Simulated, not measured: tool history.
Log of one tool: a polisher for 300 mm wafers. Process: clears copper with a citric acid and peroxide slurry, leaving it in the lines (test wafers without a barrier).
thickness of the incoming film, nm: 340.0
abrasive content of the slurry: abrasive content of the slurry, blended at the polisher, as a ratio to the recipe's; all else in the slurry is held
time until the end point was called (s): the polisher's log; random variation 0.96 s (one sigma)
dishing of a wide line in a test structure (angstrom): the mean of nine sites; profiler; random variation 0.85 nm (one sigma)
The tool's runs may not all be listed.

run,hour,flow of slurry (ml/min),pressure of the wafer on the pad (psi),speed of the pad under the wafer (m/s),abrasive content of the slurry,overpolish time after the end point (s),time until the end point was called (s),dishing of a wide line in a test structure (angstrom)
1,0,220,4.1,1.3,1,21,76.225,651.35
2,2.2,220,4.1,1.3,1,16,78.963,496.08
3,6,220,4.1,1.3,1,22,78.879,663.22
4,9.1,220,4.5,1.3,1,22,71.37,723.11
5,12.3,220,4.5,1.3,1.1,22,70.386,740.16
6,21.2,220,4.5,1.3,1.1,20,68.563,680.54

The next listed run, before its measurement:
7,24.1,220,4.5,1.3,1.1,18,?,?

{"run 7": {"time until the end point was called (s)": 69.345, "dishing of a wide line in a test structure (angstrom)": 649.68}}
